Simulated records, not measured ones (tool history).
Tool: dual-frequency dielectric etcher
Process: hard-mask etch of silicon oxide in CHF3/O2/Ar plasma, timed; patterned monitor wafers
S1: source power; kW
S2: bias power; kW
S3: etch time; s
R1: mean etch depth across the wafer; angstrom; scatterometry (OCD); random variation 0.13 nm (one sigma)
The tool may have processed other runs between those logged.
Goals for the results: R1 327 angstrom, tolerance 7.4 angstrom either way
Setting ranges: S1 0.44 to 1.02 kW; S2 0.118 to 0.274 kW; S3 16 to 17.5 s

| run | day | S1 | S2 | S3 | R1 |
|---|---|---|---|---|---|
| 1 | 0 | 0.73 | 0.196 | 17.5 | 413.06 |
| 2 | 0.283 | 0.73 | 0.215 | 17.5 | 428.28 |
| 3 | 0.438 | 0.73 | 0.215 | 17.5 | 430.61 |
| 4 | 0.567 | 0.67 | 0.198 | 17.5 | 401.48 |
| 5 | 0.638 | 0.62 | 0.186 | 17.5 | 379.35 |
| 6 | 0.975 | 0.58 | 0.179 | 17.5 | 359.74 |
| 7 | 1.312 | 0.55 | 0.177 | 17.5 | 351.96 |
| 8 | 1.433 | 0.55 | 0.177 | 17.5 | 350.78 |
| 9 | 1.558 | 0.53 | 0.176 | 17.5 | 346.13 |
| 10 | 1.921 | 0.51 | 0.175 | 17.5 | 336.85 |
| 11 | 2.267 | 0.5 | 0.175 | 17.5 | 337.39 |
| 12 | 2.492 | 0.45 | 0.169 | 17.5 | 316.06 |
| 13 | 2.538 | 0.45 | 0.169 | 17.5 | 314.55 |
| 14 | 2.654 | 0.46 | 0.169 | 17.5 | 317.05 |
| 15 | 2.921 | 0.52 | 0.173 | 17.5 | 339.56 |
| 16 | 2.954 | 0.51 | 0.172 | 17.5 | 335.78 |

Which of these 5 next moves meets every target?
| A | 2.988 | 0.57 | 0.197 | 16 | ? |
| B | 2.988 | 0.54 | 0.166 | 17.5 | ? |
| C | 2.988 | 0.55 | 0.157 | 17 | ? |
| D | 2.988 | 0.46 | 0.245 | 16 | ? |
| E | 2.988 | 0.46 | 0.201 | 17.5 | ? |

| move | R1 |
|---|---|
| A | 339.91 |
| B | 338.22 |
| C | 323.66 |
| D | 339.21 |
| E | 341.29 |
A: the biggest miss grows against the last run
B: the biggest miss grows against the last run
C: every result within its allowed miss
D: the biggest miss grows against the last run
E: the biggest miss grows against the last run
The right move is C.

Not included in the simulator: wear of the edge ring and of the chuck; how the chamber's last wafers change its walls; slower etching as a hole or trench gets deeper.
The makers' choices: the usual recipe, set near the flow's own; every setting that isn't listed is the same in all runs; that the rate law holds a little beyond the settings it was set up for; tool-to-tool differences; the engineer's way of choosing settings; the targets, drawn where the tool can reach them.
